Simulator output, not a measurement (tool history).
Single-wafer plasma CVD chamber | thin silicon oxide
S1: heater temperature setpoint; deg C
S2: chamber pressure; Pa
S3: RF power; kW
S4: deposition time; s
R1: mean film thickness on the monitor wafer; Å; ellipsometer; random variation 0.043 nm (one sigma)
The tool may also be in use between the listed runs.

run,day,S1,S2,S3,S4,R1
1,0,385,135,0.22,4.05,74.592
2,0.038,378,135,0.22,4.05,74.835
3,0.267,378,135,0.22,3.85,71.432
4,0.625,378,135,0.22,3.85,70.809
5,0.729,378,141,0.22,3.85,72.97
6,0.896,378,124,0.22,3.85,66.792
7,0.942,378,133,0.22,3.85,71.172
8,1.196,378,140,0.22,3.85,73.217
9,1.358,378,145,0.22,3.85,74.825
10,1.442,378,149,0.22,3.85,75.184
11,1.808,378,155,0.22,3.85,77.009

Run 12 comes next. What will it give?
12,2.154,378,159,0.22,3.85,?

{"run 12": {"R1": 79.166}}

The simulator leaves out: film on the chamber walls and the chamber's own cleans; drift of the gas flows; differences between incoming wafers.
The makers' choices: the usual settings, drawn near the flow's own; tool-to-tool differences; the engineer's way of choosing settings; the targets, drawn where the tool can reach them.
